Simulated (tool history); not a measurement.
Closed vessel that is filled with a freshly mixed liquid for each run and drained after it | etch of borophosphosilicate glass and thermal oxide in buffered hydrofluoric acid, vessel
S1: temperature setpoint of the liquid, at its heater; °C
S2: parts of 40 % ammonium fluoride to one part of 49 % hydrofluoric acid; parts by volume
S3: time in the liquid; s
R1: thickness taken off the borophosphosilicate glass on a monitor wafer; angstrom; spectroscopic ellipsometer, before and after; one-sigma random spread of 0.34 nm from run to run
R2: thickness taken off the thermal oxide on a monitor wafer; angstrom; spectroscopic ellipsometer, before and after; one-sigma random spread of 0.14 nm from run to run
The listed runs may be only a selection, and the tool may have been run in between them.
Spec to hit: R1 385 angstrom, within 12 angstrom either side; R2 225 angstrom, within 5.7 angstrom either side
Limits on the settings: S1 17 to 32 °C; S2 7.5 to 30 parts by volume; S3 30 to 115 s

run    day    S1    S2  S3      R1      R2
  1      0    24    22  60  580.31  342.77
  2  0.308    24    17  60  728.77  426.66
  3   0.55    22    19  60  587.19  341.59
  4  0.738    22    19  75  731.33   426.1
  5  1.083  20.5  21.5  75  602.42  350.54
  6   1.25  19.5    23  75  551.24  320.63
  7  1.496    17    30  75  394.11   231.6
  8  1.658    17    30  75  392.25  233.21
  9  1.846    17  29.5  70  379.47  217.95

Which of these 4 next moves meets every target?
  A  2.033  17    27  65   ?   ?
  B  2.033  17    30  70   ?   ?
  C  2.033  17  27.5  65   ?   ?
  D  2.033  18    25  60   ?   ?

move      R1      R2
   A   370.4  213.29
   B  370.68  213.51
   C   365.7   210.6
   D  381.68  219.89
A: further off than the last run
B: further off than the last run
C: further off than the last run
D: in spec on every target
So the answer is move D, the one that meets all the targets.
